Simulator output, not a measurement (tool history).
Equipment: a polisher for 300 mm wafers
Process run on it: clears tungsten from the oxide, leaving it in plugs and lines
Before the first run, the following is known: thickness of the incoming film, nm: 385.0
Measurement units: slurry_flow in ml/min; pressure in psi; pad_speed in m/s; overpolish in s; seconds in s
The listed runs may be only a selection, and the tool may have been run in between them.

| run | hour | slurry_flow | pressure | pad_speed | slurry_solids | overpolish | seconds |
|---|---|---|---|---|---|---|---|
| 1 | 0.0 | 200 | 2.7 | 1.32 | 1.0 | 10 | 86.398 |
| 2 | 8.6 | 200 | 2.7 | 1.20 | 1.0 | 10 | 92.073 |
| 3 | 14.3 | 200 | 2.7 | 1.20 | 1.1 | 10 | 91.551 |
| 4 | 22.6 | 200 | 2.7 | 1.20 | 1.1 | 10 | 91.162 |
| 5 | 26.8 | 200 | 2.5 | 1.18 | 1.1 | 10 | 102.940 |
| 6 | 33.3 | 200 | 2.5 | 1.18 | 1.2 | 10 | 100.490 |
| 7 | 37.1 | 200 | 2.4 | 1.16 | 1.2 | 10 | 105.470 |
| 8 | 38.2 | 200 | 2.3 | 1.16 | 1.2 | 10 | 113.570 |

Run 9 has not been measured yet. What should we expect?
| 9 | 38.8 | 200 | 2.2 | 1.16 | 1.2 | 10 | ? |

{"run 9": {"seconds": 112.09}}
